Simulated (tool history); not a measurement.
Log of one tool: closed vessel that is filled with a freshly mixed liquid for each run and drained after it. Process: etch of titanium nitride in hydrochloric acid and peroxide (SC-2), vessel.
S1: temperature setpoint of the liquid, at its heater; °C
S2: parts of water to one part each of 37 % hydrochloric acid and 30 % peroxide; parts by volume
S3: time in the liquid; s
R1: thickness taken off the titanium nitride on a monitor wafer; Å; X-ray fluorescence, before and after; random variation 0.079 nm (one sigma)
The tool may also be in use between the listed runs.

run  hour    S1   S2   S3      R1
  1     0    46    6  390  167.03
  2   5.1  43.5    6  390  142.09
  3  13.7  41.5    6  390   124.5
  4  19.9  41.5  5.5  390   132.6
  5  24.3  41.5  5.5  390  130.65
  6  26.4    40  5.5  390  119.57
  7  31.3    39  5.5  390  109.82
  8  39.5    39  5.5  390   109.3

Forecast run 9:
  9  45.5  38.5  5.5  390   ?

{"run 9": {"R1": 107.97}}

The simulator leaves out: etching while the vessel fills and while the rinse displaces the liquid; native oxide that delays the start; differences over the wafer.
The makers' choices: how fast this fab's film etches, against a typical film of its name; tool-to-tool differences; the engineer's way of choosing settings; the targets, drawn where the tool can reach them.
